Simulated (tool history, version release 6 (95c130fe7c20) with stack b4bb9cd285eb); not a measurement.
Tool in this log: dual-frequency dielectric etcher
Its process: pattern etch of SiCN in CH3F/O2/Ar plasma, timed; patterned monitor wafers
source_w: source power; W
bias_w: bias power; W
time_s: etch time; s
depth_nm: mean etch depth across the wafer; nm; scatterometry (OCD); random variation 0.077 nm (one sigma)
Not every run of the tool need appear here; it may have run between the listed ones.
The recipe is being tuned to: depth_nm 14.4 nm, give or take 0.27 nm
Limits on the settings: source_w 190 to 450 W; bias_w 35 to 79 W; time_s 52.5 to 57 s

| run | hour | source_w | bias_w | time_s | depth_nm |
|---|---|---|---|---|---|
| 1 | 0 | 320 | 57 | 57 | 18.674 |
| 2 | 6.8 | 290 | 57 | 57 | 18.119 |
| 3 | 8.4 | 270 | 51 | 56.5 | 16.465 |
| 4 | 9.1 | 320 | 51 | 56.5 | 17.565 |
| 5 | 15.6 | 290 | 49 | 56.5 | 16.583 |
| 6 | 16.2 | 270 | 48 | 56.5 | 16.085 |
| 7 | 21.6 | 250 | 47 | 56.5 | 15.427 |
| 8 | 26.5 | 250 | 47 | 56.5 | 15.266 |
| 9 | 27.8 | 200 | 45 | 56.5 | 13.899 |
| 10 | 35 | 210 | 45 | 56.5 | 13.922 |
| 11 | 38.4 | 240 | 46 | 56.5 | 15.125 |
| 12 | 40.1 | 230 | 46 | 56.5 | 14.708 |

Next run, 5 choices. One meets every target within its allowed miss, the rest don't. Which?
| A | 41.8 | 220 | 43 | 55.5 | ? |
| B | 41.8 | 200 | 48 | 54 | ? |
| C | 41.8 | 250 | 45 | 54 | ? |
| D | 41.8 | 280 | 39 | 53 | ? |
| E | 41.8 | 220 | 47 | 57 | ? |

| move | depth_nm |
|---|---|
| A | 13.784 |
| B | 13.688 |
| C | 14.418 |
| D | 13.745 |
| E | 14.819 |
A: carries the result that was furthest off beyond its target, to the other side
B: carries the result that was furthest off beyond its target, to the other side
C: every result within its allowed miss
D: carries the result that was furthest off beyond its target, to the other side
E: lands further from the targets than the last run did
So the answer is move C, the one that meets all the targets.
